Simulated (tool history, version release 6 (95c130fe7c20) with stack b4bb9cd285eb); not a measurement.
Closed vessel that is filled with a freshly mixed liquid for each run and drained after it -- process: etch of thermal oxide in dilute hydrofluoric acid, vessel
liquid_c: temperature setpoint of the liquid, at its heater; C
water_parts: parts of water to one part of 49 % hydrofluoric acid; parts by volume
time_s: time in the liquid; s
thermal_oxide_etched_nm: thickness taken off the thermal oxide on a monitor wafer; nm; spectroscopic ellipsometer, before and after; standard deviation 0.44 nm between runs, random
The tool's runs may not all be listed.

run	hour	liquid_c	water_parts	time_s	thermal_oxide_etched_nm
1	0.0	21.0	90	1575	67.840
2	5.5	21.0	120	1575	50.251
3	8.6	24.5	120	1575	56.641
4	14.0	23.5	120	1575	54.568
5	14.9	22.5	120	1575	52.380
6	23.2	22.5	120	1575	52.274
7	24.7	21.5	120	1575	51.079
8	28.3	20.5	120	1575	48.145
9	33.1	20.0	120	1575	47.693

The next listed run, before its measurement:
10	34.5	19.5	120	1575	?

{"run 10": {"thermal_oxide_etched_nm": 46.585}}
